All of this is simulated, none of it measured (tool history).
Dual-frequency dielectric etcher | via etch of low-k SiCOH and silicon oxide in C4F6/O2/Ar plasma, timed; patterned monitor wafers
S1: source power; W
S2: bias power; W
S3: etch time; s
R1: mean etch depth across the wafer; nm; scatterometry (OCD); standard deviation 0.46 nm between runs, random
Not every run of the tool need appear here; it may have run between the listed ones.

| run | day | S1 | S2 | S3 | R1 |
|---|---|---|---|---|---|
| 1 | 0 | 260 | 238 | 53.5 | 118.55 |
| 2 | 0.138 | 240 | 235 | 53.5 | 114.31 |
| 3 | 0.25 | 240 | 235 | 53.5 | 113.47 |
| 4 | 0.488 | 270 | 235 | 53.5 | 120.55 |
| 5 | 0.779 | 250 | 233 | 53.5 | 115.44 |
| 6 | 0.917 | 240 | 231 | 53.5 | 113.9 |
| 7 | 1.275 | 190 | 218 | 53.5 | 97.453 |

Run 8, settings as shown, results not yet in. Your forecast:
| 8 | 1.388 | 200 | 218 | 53.5 | ? |

{"run 8": {"R1": 99.782}}
